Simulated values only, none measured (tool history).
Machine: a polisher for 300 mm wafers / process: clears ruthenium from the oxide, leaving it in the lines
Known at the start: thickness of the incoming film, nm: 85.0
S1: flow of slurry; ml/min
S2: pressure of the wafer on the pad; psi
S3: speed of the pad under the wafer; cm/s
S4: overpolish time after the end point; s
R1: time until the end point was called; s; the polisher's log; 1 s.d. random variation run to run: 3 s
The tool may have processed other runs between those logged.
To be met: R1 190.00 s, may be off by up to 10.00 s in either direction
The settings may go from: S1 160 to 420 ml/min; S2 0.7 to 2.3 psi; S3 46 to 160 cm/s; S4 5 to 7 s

Run 1, hour 0.0: S1 270 ml/min, S2 1.5 psi, S3 102 cm/s, S4 7 s. Result: R1 104.83 s.
Run 2, hour 8.2: S1 240 ml/min, S2 1.5 psi, S3 102 cm/s, S4 7 s. Result: R1 105.20 s.
Run 3, hour 16.8: S1 240 ml/min, S2 1.4 psi, S3 100 cm/s, S4 7 s. Result: R1 115.23 s.
Run 4, hour 23.2: S1 185 ml/min, S2 1.4 psi, S3 100 cm/s, S4 7 s. Result: R1 116.83 s.
Run 5, hour 26.0: S1 185 ml/min, S2 1.4 psi, S3 100 cm/s, S4 5 s. Result: R1 114.74 s.
Run 6, hour 26.6: S1 185 ml/min, S2 1.3 psi, S3 98 cm/s, S4 5 s. Result: R1 125.71 s.
Run 7, hour 30.4: S1 185 ml/min, S2 1.2 psi, S3 96 cm/s, S4 5 s. Result: R1 141.00 s.
Run 8, hour 34.9: S1 185 ml/min, S2 1.1 psi, S3 96 cm/s, S4 5 s. Result: R1 160.04 s.
Run 9, hour 39.7: S1 185 ml/min, S2 1.0 psi, S3 96 cm/s, S4 5 s. Result: R1 174.11 s.

Below are 4 possible settings for the next run. Only one of them brings all results inside the allowed miss of their targets. Which is it?
Run A, hour 44.5: S1 160 ml/min, S2 1.0 psi, S3 108 cm/s, S4 5 s. Result: R1 ?.
Run B, hour 44.5: S1 200 ml/min, S2 0.8 psi, S3 92 cm/s, S4 6 s. Result: R1 ?.
Run C, hour 44.5: S1 195 ml/min, S2 1.1 psi, S3 80 cm/s, S4 7 s. Result: R1 ?.
Run D, hour 44.5: S1 225 ml/min, S2 1.1 psi, S3 90 cm/s, S4 7 s. Result: R1 ?.

move      R1
   A  155.90
   B  219.93
   C  186.28
   D  164.00
A: its largest miss is bigger than the last run's
B: moves the result that the last run missed by most past its target, out the other side
C: every result lands within tolerance
D: its largest miss is bigger than the last run's
The right move is C.
